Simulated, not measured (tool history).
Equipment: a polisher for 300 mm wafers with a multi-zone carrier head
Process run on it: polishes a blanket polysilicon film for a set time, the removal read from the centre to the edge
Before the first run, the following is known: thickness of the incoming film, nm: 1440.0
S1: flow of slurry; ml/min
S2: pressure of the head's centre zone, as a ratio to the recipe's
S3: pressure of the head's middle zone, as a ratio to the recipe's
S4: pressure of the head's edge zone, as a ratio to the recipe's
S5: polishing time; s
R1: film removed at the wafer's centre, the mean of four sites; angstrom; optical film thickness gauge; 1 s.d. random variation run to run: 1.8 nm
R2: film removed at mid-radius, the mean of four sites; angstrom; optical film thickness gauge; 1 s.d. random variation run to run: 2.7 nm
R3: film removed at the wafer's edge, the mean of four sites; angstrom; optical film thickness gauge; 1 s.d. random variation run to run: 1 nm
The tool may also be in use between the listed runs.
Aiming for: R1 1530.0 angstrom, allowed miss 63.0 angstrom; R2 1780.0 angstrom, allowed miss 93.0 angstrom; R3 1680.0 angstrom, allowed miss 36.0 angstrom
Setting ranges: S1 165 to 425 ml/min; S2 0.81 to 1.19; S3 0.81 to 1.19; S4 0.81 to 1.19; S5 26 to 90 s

{"run": 1, "day": 0.0, "S1": 275, "S2": 1.0, "S3": 1.0, "S4": 1.0, "S5": 58, "R1": 2737.0, "R2": 2800.9, "R3": 2809.3}
{"run": 2, "day": 0.079, "S1": 270, "S2": 0.98, "S3": 1.0, "S4": 0.98, "S5": 55, "R1": 2602.6, "R2": 2674.5, "R3": 2599.6}
{"run": 3, "day": 0.425, "S1": 265, "S2": 0.96, "S3": 1.0, "S4": 0.98, "S5": 52, "R1": 2343.9, "R2": 2581.7, "R3": 2467.4}
{"run": 4, "day": 0.788, "S1": 260, "S2": 0.95, "S3": 0.98, "S4": 0.97, "S5": 50, "R1": 2227.6, "R2": 2306.8, "R3": 2383.8}
{"run": 5, "day": 0.829, "S1": 260, "S2": 0.95, "S3": 1.02, "S4": 0.97, "S5": 50, "R1": 2255.1, "R2": 2429.0, "R3": 2337.6}
{"run": 6, "day": 0.975, "S1": 260, "S2": 0.95, "S3": 1.02, "S4": 0.97, "S5": 64, "R1": 2876.5, "R2": 3203.3, "R3": 3010.3}
{"run": 7, "day": 1.304, "S1": 255, "S2": 0.94, "S3": 1.02, "S4": 0.95, "S5": 61, "R1": 2688.1, "R2": 3033.3, "R3": 2842.9}
{"run": 8, "day": 1.496, "S1": 255, "S2": 0.94, "S3": 1.02, "S4": 0.95, "S5": 61, "R1": 2701.7, "R2": 2958.1, "R3": 2848.0}
{"run": 9, "day": 1.612, "S1": 250, "S2": 0.93, "S3": 1.02, "S4": 0.94, "S5": 58, "R1": 2584.5, "R2": 2833.8, "R3": 2691.3}
{"run": 10, "day": 1.692, "S1": 220, "S2": 0.83, "S3": 0.97, "S4": 0.91, "S5": 42, "R1": 1623.6, "R2": 1971.6, "R3": 1894.4}
{"run": 11, "day": 1.812, "S1": 220, "S2": 0.83, "S3": 0.97, "S4": 0.9, "S5": 42, "R1": 1623.4, "R2": 1944.1, "R3": 1875.5}
{"run": 12, "day": 2.138, "S1": 220, "S2": 0.83, "S3": 0.97, "S4": 0.89, "S5": 42, "R1": 1569.9, "R2": 1983.3, "R3": 1890.1}
{"run": 13, "day": 2.329, "S1": 215, "S2": 0.85, "S3": 0.97, "S4": 0.89, "S5": 41, "R1": 1606.8, "R2": 1877.4, "R3": 1825.3}
{"run": 14, "day": 2.383, "S1": 210, "S2": 0.85, "S3": 0.97, "S4": 0.88, "S5": 41, "R1": 1568.2, "R2": 1854.5, "R3": 1792.3}
{"run": 15, "day": 2.662, "S1": 205, "S2": 0.85, "S3": 0.97, "S4": 0.88, "S5": 41, "R1": 1590.0, "R2": 1910.2, "R3": 1790.2}
{"run": 16, "day": 2.729, "S1": 200, "S2": 0.85, "S3": 0.96, "S4": 0.87, "S5": 41, "R1": 1568.6, "R2": 1828.6, "R3": 1789.9}
{"run": 17, "day": 2.804, "S1": 195, "S2": 0.85, "S3": 0.96, "S4": 0.86, "S5": 41, "R1": 1565.6, "R2": 1828.4, "R3": 1760.2}

Which of these 4 next moves meets every target?
{"run": "A", "day": 2.879, "S1": 225, "S2": 0.84, "S3": 1.08, "S4": 0.81, "S5": 39, "R1": "?", "R2": "?", "R3": "?"}
{"run": "B", "day": 2.879, "S1": 190, "S2": 0.85, "S3": 0.96, "S4": 0.87, "S5": 43, "R1": "?", "R2": "?", "R3": "?"}
{"run": "C", "day": 2.879, "S1": 165, "S2": 0.88, "S3": 0.98, "S4": 0.84, "S5": 40, "R1": "?", "R2": "?", "R3": "?"}
{"run": "D", "day": 2.879, "S1": 170, "S2": 0.83, "S3": 1.07, "S4": 0.96, "S5": 38, "R1": "?", "R2": "?", "R3": "?"}

move=A R1=1523.5 R2=1956.3 R3=1679.2
move=B R1=1646.6 R2=1941.1 R3=1871.9
move=C R1=1536.7 R2=1778.4 R3=1679.5
move=D R1=1386.9 R2=1801.6 R3=1699.1
A: meets the target for the result that was furthest off, but another lies outside its allowed miss
B: the biggest miss grows against the last run
C: each result inside its tolerance
D: meets the target for the result that was furthest off, but another lies outside its allowed miss
The move that meets every target is C.
